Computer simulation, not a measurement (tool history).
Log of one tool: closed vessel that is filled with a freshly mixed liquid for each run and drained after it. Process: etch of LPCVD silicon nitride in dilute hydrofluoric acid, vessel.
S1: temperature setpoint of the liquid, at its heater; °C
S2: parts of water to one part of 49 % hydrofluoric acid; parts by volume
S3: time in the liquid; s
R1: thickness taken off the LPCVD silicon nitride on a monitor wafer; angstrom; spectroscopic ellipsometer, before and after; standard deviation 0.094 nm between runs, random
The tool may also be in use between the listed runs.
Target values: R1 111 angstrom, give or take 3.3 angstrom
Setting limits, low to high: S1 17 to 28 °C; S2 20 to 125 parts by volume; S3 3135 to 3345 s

Run 1, hour 0: S1 20 °C, S2 70 parts by volume, S3 3135 s. Result: R1 201.38 angstrom.
Run 2, hour 3.4: S1 19.5 °C, S2 75 parts by volume, S3 3135 s. Result: R1 183.78 angstrom.
Run 3, hour 8.5: S1 19.5 °C, S2 65 parts by volume, S3 3135 s. Result: R1 210.94 angstrom.
Run 4, hour 16.6: S1 19.5 °C, S2 65 parts by volume, S3 3135 s. Result: R1 208.1 angstrom.
Run 5, hour 19.2: S1 19 °C, S2 70 parts by volume, S3 3135 s. Result: R1 189.03 angstrom.
Run 6, hour 27.3: S1 19 °C, S2 75 parts by volume, S3 3135 s. Result: R1 176.39 angstrom.
Run 7, hour 35.6: S1 19 °C, S2 80 parts by volume, S3 3135 s. Result: R1 165.04 angstrom.
Run 8, hour 38.1: S1 18 °C, S2 90 parts by volume, S3 3135 s. Result: R1 136.94 angstrom.
Run 9, hour 44.7: S1 17.5 °C, S2 95 parts by volume, S3 3135 s. Result: R1 125.81 angstrom.
Run 10, hour 52: S1 17 °C, S2 100 parts by volume, S3 3135 s. Result: R1 116.61 angstrom.

Exercise: of the 4 proposed moves below, exactly one satisfies all targets within the stated allowed misses. Which move is it?
Run A, hour 59.3: S1 17.5 °C, S2 115 parts by volume, S3 3155 s. Result: R1 ?.
Run B, hour 59.3: S1 17.5 °C, S2 115 parts by volume, S3 3270 s. Result: R1 ?.
Run C, hour 59.3: S1 17 °C, S2 105 parts by volume, S3 3310 s. Result: R1 ?.
Run D, hour 59.3: S1 18 °C, S2 105 parts by volume, S3 3250 s. Result: R1 ?.

move      R1
   A  105.82
   B  109.67
   C   117.1
   D  123.24
A: takes the result that was furthest off past its target
B: all results land within tolerance of their targets
C: lands further from the targets than the last run did
D: lands further from the targets than the last run did
Move B is the one to make.

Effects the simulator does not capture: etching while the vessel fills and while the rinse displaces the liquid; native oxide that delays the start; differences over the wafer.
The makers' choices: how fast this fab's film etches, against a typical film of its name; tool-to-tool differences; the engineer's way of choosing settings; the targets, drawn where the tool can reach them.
